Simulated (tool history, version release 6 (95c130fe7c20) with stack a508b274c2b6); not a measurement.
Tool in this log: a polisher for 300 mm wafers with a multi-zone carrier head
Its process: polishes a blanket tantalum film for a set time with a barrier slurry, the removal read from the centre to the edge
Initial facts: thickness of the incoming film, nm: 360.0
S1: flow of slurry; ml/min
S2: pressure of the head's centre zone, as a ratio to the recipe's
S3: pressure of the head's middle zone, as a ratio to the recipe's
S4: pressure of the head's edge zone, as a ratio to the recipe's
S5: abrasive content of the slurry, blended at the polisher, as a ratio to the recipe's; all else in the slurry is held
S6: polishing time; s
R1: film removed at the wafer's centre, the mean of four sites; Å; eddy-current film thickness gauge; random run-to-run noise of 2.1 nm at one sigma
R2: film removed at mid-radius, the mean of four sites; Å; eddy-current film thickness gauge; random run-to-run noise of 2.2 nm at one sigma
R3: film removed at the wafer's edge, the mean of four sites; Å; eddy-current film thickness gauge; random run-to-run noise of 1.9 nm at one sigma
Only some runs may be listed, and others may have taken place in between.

{"run": 1, "hour": 0.0, "S1": 200, "S2": 1.0, "S3": 1.0, "S4": 1.0, "S5": 1.0, "S6": 62, "R1": 1377.2, "R2": 1362.2, "R3": 1427.4}
{"run": 2, "hour": 7.7, "S1": 205, "S2": 1.01, "S3": 1.0, "S4": 1.01, "S5": 1.05, "S6": 62, "R1": 1416.6, "R2": 1409.4, "R3": 1449.0}
{"run": 3, "hour": 8.6, "S1": 205, "S2": 1.02, "S3": 0.99, "S4": 1.02, "S5": 1.1, "S6": 62, "R1": 1433.9, "R2": 1430.7, "R3": 1474.1}
{"run": 4, "hour": 12.8, "S1": 205, "S2": 1.03, "S3": 0.98, "S4": 1.03, "S5": 1.1, "S6": 62, "R1": 1459.5, "R2": 1380.0, "R3": 1459.3}
{"run": 5, "hour": 19.6, "S1": 205, "S2": 1.03, "S3": 0.98, "S4": 1.04, "S5": 1.15, "S6": 62, "R1": 1477.7, "R2": 1387.3, "R3": 1525.2}
{"run": 6, "hour": 23.8, "S1": 210, "S2": 1.04, "S3": 0.99, "S4": 1.05, "S5": 1.15, "S6": 62, "R1": 1523.7, "R2": 1441.5, "R3": 1499.1}
{"run": 7, "hour": 27.0, "S1": 210, "S2": 1.04, "S3": 0.99, "S4": 1.06, "S5": 1.2, "S6": 62, "R1": 1489.4, "R2": 1471.7, "R3": 1539.0}
{"run": 8, "hour": 33.7, "S1": 215, "S2": 1.05, "S3": 0.99, "S4": 1.07, "S5": 1.2, "S6": 62, "R1": 1560.3, "R2": 1456.0, "R3": 1538.8}

Run 9, settings as shown, results not yet in. Your forecast:
{"run": 9, "hour": 41.5, "S1": 220, "S2": 1.05, "S3": 0.99, "S4": 1.08, "S5": 1.2, "S6": 62, "R1": "?", "R2": "?", "R3": "?"}

{"run 9": {"R1": 1549.0, "R2": 1466.5, "R3": 1570.1}}
